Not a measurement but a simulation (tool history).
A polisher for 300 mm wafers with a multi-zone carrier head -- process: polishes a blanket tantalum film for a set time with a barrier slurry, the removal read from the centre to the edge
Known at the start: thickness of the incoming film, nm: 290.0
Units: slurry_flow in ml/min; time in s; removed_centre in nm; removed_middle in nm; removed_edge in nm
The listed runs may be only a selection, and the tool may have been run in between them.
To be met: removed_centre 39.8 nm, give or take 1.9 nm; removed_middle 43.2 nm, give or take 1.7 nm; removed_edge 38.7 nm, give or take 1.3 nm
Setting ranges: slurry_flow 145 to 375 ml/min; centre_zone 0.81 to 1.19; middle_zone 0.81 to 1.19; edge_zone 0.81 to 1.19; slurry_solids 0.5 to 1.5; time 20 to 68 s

run 1 hour=0 | slurry_flow=240 centre_zone=1 middle_zone=1 edge_zone=1 slurry_solids=1 time=44 | removed_centre=70.532 removed_middle=67.687 removed_edge=68.869
run 2 hour=2.9 | slurry_flow=240 centre_zone=0.99 middle_zone=1.01 edge_zone=0.98 slurry_solids=0.9 time=41 | removed_centre=60.281 removed_middle=62.106 removed_edge=60.605
run 3 hour=11.2 | slurry_flow=240 centre_zone=0.99 middle_zone=0.93 edge_zone=0.98 slurry_solids=0.9 time=41 | removed_centre=61.112 removed_middle=57.272 removed_edge=60.641
run 4 hour=14.6 | slurry_flow=240 centre_zone=0.99 middle_zone=0.93 edge_zone=0.98 slurry_solids=1 time=41 | removed_centre=62.785 removed_middle=58.227 removed_edge=62.34
run 5 hour=16.6 | slurry_flow=240 centre_zone=0.99 middle_zone=0.98 edge_zone=0.98 slurry_solids=1 time=41 | removed_centre=62.828 removed_middle=61.026 removed_edge=62.128
run 6 hour=20.6 | slurry_flow=240 centre_zone=0.95 middle_zone=0.98 edge_zone=0.98 slurry_solids=1 time=41 | removed_centre=60.094 removed_middle=62.102 removed_edge=62.713
run 7 hour=23.3 | slurry_flow=240 centre_zone=0.96 middle_zone=0.98 edge_zone=0.95 slurry_solids=0.9 time=39 | removed_centre=56.592 removed_middle=56.852 removed_edge=56.395
run 8 hour=25.3 | slurry_flow=240 centre_zone=0.95 middle_zone=0.98 edge_zone=0.93 slurry_solids=0.85 time=38 | removed_centre=54.868 removed_middle=54.141 removed_edge=54.065
run 9 hour=30.1 | slurry_flow=240 centre_zone=0.94 middle_zone=0.99 edge_zone=0.91 slurry_solids=0.8 time=37 | removed_centre=52.132 removed_middle=53.3 removed_edge=51.383
run 10 hour=34.4 | slurry_flow=240 centre_zone=0.93 middle_zone=0.99 edge_zone=0.9 slurry_solids=0.75 time=36 | removed_centre=49.049 removed_middle=51.575 removed_edge=48.73
run 11 hour=39.1 | slurry_flow=240 centre_zone=0.93 middle_zone=0.99 edge_zone=0.9 slurry_solids=0.75 time=36 | removed_centre=48.407 removed_middle=50.497 removed_edge=48.71
run 12 hour=43.6 | slurry_flow=240 centre_zone=0.93 middle_zone=1 edge_zone=0.89 slurry_solids=0.7 time=35 | removed_centre=44.901 removed_middle=48.258 removed_edge=45.93
run 13 hour=45.9 | slurry_flow=240 centre_zone=0.94 middle_zone=1.01 edge_zone=0.88 slurry_solids=0.65 time=35 | removed_centre=44.865 removed_middle=48.031 removed_edge=44.685
run 14 hour=50.5 | slurry_flow=220 centre_zone=0.92 middle_zone=1.01 edge_zone=0.81 slurry_solids=0.5 time=32 | removed_centre=36.837 removed_middle=40.119 removed_edge=35.684
run 15 hour=53.7 | slurry_flow=230 centre_zone=0.92 middle_zone=1.01 edge_zone=0.82 slurry_solids=0.5 time=32 | removed_centre=36.302 removed_middle=39.932 removed_edge=36.131
run 16 hour=56.8 | slurry_flow=245 centre_zone=0.98 middle_zone=1.06 edge_zone=0.87 slurry_solids=0.65 time=32 | removed_centre=42.672 removed_middle=45.716 removed_edge=41.689
run 17 hour=61.3 | slurry_flow=235 centre_zone=0.98 middle_zone=1.06 edge_zone=0.87 slurry_solids=0.65 time=32 | removed_centre=43.013 removed_middle=45.093 removed_edge=40.529
run 18 hour=68.1 | slurry_flow=230 centre_zone=0.97 middle_zone=1.06 edge_zone=0.87 slurry_solids=0.65 time=32 | removed_centre=42.78 removed_middle=45.08 removed_edge=40.763
run 19 hour=71.3 | slurry_flow=230 centre_zone=0.97 middle_zone=1.06 edge_zone=0.87 slurry_solids=0.65 time=32 | removed_centre=41.423 removed_middle=45.441 removed_edge=40.259

Below are 5 possible settings for the next run. Only one of them brings all results inside the allowed miss of their targets. Which is it?
run A hour=74.5 | slurry_flow=200 centre_zone=1.02 middle_zone=1.03 edge_zone=0.81 slurry_solids=0.75 time=28 | removed_centre=? removed_middle=? removed_edge=?
run B hour=74.5 | slurry_flow=170 centre_zone=1.17 middle_zone=1.11 edge_zone=0.81 slurry_solids=0.8 time=28 | removed_centre=? removed_middle=? removed_edge=?
run C hour=74.5 | slurry_flow=170 centre_zone=1.19 middle_zone=1.14 edge_zone=0.81 slurry_solids=0.7 time=29 | removed_centre=? removed_middle=? removed_edge=?
run D hour=74.5 | slurry_flow=145 centre_zone=0.94 middle_zone=1.02 edge_zone=0.81 slurry_solids=0.5 time=36 | removed_centre=? removed_middle=? removed_edge=?
run E hour=74.5 | slurry_flow=240 centre_zone=0.97 middle_zone=0.98 edge_zone=0.93 slurry_solids=0.65 time=32 | removed_centre=? removed_middle=? removed_edge=?

move=A removed_centre=39.423 removed_middle=39.921 removed_edge=35.418
move=B removed_centre=44.048 removed_middle=42.609 removed_edge=35.611
move=C removed_centre=44.41 removed_middle=43.338 removed_edge=35.389
move=D removed_centre=39.852 removed_middle=42.886 removed_edge=38.719
move=E removed_centre=42.208 removed_middle=42.568 removed_edge=41.733
A: moves the result that the last run missed by most past its target, out the other side
B: gets the furthest-off result to its target, but another result is out of tolerance
C: gets the furthest-off result to its target, but another result is out of tolerance
D: meets every target
E: gets the furthest-off result to its target, but another result is out of tolerance
So the answer is move D, the one that meets all the targets.

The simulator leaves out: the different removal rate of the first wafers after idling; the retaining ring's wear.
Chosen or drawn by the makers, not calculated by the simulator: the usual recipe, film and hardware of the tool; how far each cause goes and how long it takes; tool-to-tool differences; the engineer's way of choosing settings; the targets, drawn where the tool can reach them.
